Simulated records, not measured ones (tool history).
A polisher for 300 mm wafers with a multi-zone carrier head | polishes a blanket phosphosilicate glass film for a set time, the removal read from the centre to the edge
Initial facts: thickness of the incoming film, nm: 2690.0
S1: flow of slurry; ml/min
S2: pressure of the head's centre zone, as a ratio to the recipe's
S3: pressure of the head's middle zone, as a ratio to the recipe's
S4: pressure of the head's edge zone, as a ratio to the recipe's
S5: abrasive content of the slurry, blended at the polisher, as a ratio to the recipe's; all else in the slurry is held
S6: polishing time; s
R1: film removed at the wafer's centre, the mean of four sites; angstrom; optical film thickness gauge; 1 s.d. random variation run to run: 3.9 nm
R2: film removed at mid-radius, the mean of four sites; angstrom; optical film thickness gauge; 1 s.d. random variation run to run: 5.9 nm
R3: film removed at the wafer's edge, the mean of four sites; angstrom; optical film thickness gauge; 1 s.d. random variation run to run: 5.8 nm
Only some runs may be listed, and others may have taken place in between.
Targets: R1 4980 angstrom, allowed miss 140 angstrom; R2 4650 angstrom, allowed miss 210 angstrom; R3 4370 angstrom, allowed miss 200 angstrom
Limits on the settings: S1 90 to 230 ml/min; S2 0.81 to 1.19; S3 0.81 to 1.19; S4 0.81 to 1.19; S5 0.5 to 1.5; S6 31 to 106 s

{"run": 1, "hour": 0.0, "S1": 150, "S2": 1, "S3": 1, "S4": 1, "S5": 1, "S6": 68, "R1": 6855.4, "R2": 6639.7, "R3": 6738}
{"run": 2, "hour": 7.1, "S1": 150, "S2": 1, "S3": 1.04, "S4": 1, "S5": 1, "S6": 68, "R1": 7020.9, "R2": 6877.6, "R3": 6663.1}
{"run": 3, "hour": 9.0, "S1": 150, "S2": 1, "S3": 1.04, "S4": 1, "S5": 1, "S6": 83, "R1": 8463.2, "R2": 8589.5, "R3": 8172.3}
{"run": 4, "hour": 13.6, "S1": 150, "S2": 1, "S3": 0.97, "S4": 1, "S5": 1, "S6": 83, "R1": 8400.6, "R2": 8000.5, "R3": 8169.1}
{"run": 5, "hour": 20.6, "S1": 130, "S2": 1, "S3": 0.97, "S4": 1, "S5": 1, "S6": 83, "R1": 8072.9, "R2": 7634.1, "R3": 8061}
{"run": 6, "hour": 24.5, "S1": 135, "S2": 1, "S3": 0.97, "S4": 0.98, "S5": 0.9, "S6": 79, "R1": 7439.3, "R2": 7037.5, "R3": 7316.1}
{"run": 7, "hour": 29.1, "S1": 140, "S2": 1, "S3": 0.97, "S4": 0.96, "S5": 0.85, "S6": 75, "R1": 7073.1, "R2": 6541.3, "R3": 6595.1}
{"run": 8, "hour": 37.1, "S1": 145, "S2": 0.9, "S3": 0.92, "S4": 0.86, "S5": 0.6, "S6": 63, "R1": 4526.9, "R2": 4594.5, "R3": 4561.7}
{"run": 9, "hour": 42.4, "S1": 150, "S2": 0.91, "S3": 0.92, "S4": 0.85, "S5": 0.6, "S6": 63, "R1": 4617.2, "R2": 4659.9, "R3": 4600.9}
{"run": 10, "hour": 45.3, "S1": 155, "S2": 0.92, "S3": 0.92, "S4": 0.84, "S5": 0.6, "S6": 63, "R1": 4723.7, "R2": 4677.7, "R3": 4590.2}
{"run": 11, "hour": 47.1, "S1": 160, "S2": 0.93, "S3": 0.92, "S4": 0.84, "S5": 0.6, "S6": 63, "R1": 4778, "R2": 4667.6, "R3": 4652.9}
{"run": 12, "hour": 52.6, "S1": 160, "S2": 0.94, "S3": 0.93, "S4": 0.84, "S5": 0.6, "S6": 63, "R1": 4806, "R2": 4591.7, "R3": 4495.2}
{"run": 13, "hour": 57.9, "S1": 160, "S2": 0.94, "S3": 0.94, "S4": 0.84, "S5": 0.6, "S6": 63, "R1": 4793.1, "R2": 4761.9, "R3": 4564}
{"run": 14, "hour": 59.1, "S1": 160, "S2": 0.95, "S3": 0.94, "S4": 0.84, "S5": 0.6, "S6": 63, "R1": 4866.8, "R2": 4750.6, "R3": 4639.7}
{"run": 15, "hour": 62.6, "S1": 165, "S2": 0.96, "S3": 0.95, "S4": 0.84, "S5": 0.6, "S6": 63, "R1": 4951.5, "R2": 4866.4, "R3": 4531.5}
{"run": 16, "hour": 70.8, "S1": 165, "S2": 0.98, "S3": 0.94, "S4": 0.83, "S5": 0.6, "S6": 63, "R1": 5054.5, "R2": 4712.2, "R3": 4552.8}

Which of these 5 next moves meets every target?
{"run": "A", "hour": 79.0, "S1": 145, "S2": 0.96, "S3": 0.84, "S4": 0.88, "S5": 0.6, "S6": 65, "R1": "?", "R2": "?", "R3": "?"}
{"run": "B", "hour": 79.0, "S1": 210, "S2": 0.98, "S3": 0.95, "S4": 0.81, "S5": 0.7, "S6": 55, "R1": "?", "R2": "?", "R3": "?"}
{"run": "C", "hour": 79.0, "S1": 145, "S2": 0.94, "S3": 0.84, "S4": 0.86, "S5": 0.85, "S6": 57, "R1": "?", "R2": "?", "R3": "?"}
{"run": "D", "hour": 79.0, "S1": 160, "S2": 0.96, "S3": 0.86, "S4": 0.85, "S5": 0.65, "S6": 63, "R1": "?", "R2": "?", "R3": "?"}
{"run": "E", "hour": 79.0, "S1": 165, "S2": 0.92, "S3": 0.84, "S4": 0.85, "S5": 0.65, "S6": 64, "R1": "?", "R2": "?", "R3": "?"}

move=A R1=5002.4 R2=4392.8 R3=4685.8
move=B R1=4981.4 R2=4706.3 R3=4292.3
move=C R1=5053.8 R2=4533.8 R3=4785.4
move=D R1=5144.3 R2=4594.7 R3=4707.3
move=E R1=5035.6 R2=4603.5 R3=4801.7
A: lands further from the targets than the last run did
B: each result inside its tolerance
C: lands further from the targets than the last run did
D: lands further from the targets than the last run did
E: lands further from the targets than the last run did
B is the move that brings every result within its allowed miss.

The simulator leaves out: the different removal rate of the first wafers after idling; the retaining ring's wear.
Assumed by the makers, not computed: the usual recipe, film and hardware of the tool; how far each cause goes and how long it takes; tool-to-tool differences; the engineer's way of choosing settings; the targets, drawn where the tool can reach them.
